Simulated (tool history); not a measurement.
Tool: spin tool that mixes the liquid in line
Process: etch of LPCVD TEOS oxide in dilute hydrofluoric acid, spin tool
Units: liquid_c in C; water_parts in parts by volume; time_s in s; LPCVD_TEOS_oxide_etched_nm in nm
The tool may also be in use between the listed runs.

Run 1, hour 0: liquid_c 23 C, water_parts 80 parts by volume, time_s 180 s. Result: LPCVD_TEOS_oxide_etched_nm 78.703 nm.
Run 2, hour 3.8: liquid_c 25 C, water_parts 80 parts by volume, time_s 180 s. Result: LPCVD_TEOS_oxide_etched_nm 85.972 nm.
Run 3, hour 12: liquid_c 25 C, water_parts 80 parts by volume, time_s 180 s. Result: LPCVD_TEOS_oxide_etched_nm 85.207 nm.
Run 4, hour 12.7: liquid_c 25 C, water_parts 60 parts by volume, time_s 180 s. Result: LPCVD_TEOS_oxide_etched_nm 117.03 nm.
Run 5, hour 17.8: liquid_c 24.5 C, water_parts 60 parts by volume, time_s 180 s. Result: LPCVD_TEOS_oxide_etched_nm 114.52 nm.
Run 6, hour 23.6: liquid_c 24.5 C, water_parts 50 parts by volume, time_s 180 s. Result: LPCVD_TEOS_oxide_etched_nm 139.46 nm.

Forecast run 7:
Run 7, hour 27.9: liquid_c 22.5 C, water_parts 50 parts by volume, time_s 180 s. Result: LPCVD_TEOS_oxide_etched_nm ?.

LPCVD_TEOS_oxide_etched_nm: 128.23 nm
